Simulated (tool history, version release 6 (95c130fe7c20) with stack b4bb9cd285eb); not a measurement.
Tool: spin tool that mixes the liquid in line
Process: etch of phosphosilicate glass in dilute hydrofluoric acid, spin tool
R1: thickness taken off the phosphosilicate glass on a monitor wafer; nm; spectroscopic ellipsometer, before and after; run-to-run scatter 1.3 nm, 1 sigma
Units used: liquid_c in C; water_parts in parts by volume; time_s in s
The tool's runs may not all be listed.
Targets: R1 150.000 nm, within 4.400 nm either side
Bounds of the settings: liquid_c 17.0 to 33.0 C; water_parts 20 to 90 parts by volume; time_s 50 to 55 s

Run 1, hour 0.0: liquid_c 25.0 C, water_parts 50 parts by volume, time_s 50 s. Result: R1 76.243 nm.
Run 2, hour 6.9: liquid_c 27.5 C, water_parts 45 parts by volume, time_s 50 s. Result: R1 94.405 nm.
Run 3, hour 14.2: liquid_c 29.0 C, water_parts 40 parts by volume, time_s 50 s. Result: R1 113.490 nm.
Run 4, hour 16.7: liquid_c 29.0 C, water_parts 40 parts by volume, time_s 50 s. Result: R1 113.460 nm.
Run 5, hour 17.3: liquid_c 26.0 C, water_parts 40 parts by volume, time_s 50 s. Result: R1 101.160 nm.
Run 6, hour 20.8: liquid_c 28.0 C, water_parts 40 parts by volume, time_s 50 s. Result: R1 110.970 nm.
Run 7, hour 24.2: liquid_c 29.5 C, water_parts 40 parts by volume, time_s 50 s. Result: R1 115.740 nm.
Run 8, hour 27.9: liquid_c 30.5 C, water_parts 40 parts by volume, time_s 50 s. Result: R1 119.350 nm.
Run 9, hour 32.2: liquid_c 31.0 C, water_parts 40 parts by volume, time_s 50 s. Result: R1 125.620 nm.
Run 10, hour 37.4: liquid_c 31.5 C, water_parts 40 parts by volume, time_s 50 s. Result: R1 128.440 nm.

Consider the 4 candidate settings below. Which is the only one whose results all fall within their allowed miss of target?
Run A, hour 42.6: liquid_c 32.5 C, water_parts 35 parts by volume, time_s 50 s. Result: R1 ?.
Run B, hour 42.6: liquid_c 31.5 C, water_parts 35 parts by volume, time_s 55 s. Result: R1 ?.
Run C, hour 42.6: liquid_c 31.0 C, water_parts 45 parts by volume, time_s 50 s. Result: R1 ?.
Run D, hour 42.6: liquid_c 30.5 C, water_parts 40 parts by volume, time_s 50 s. Result: R1 ?.

move       R1
   A  151.600
   B  160.350
   C  109.400
   D  121.640
A: all results in spec
B: takes the biggest miss from the last run beyond its target
C: the biggest miss grows against the last run
D: the biggest miss grows against the last run
The right move is A.
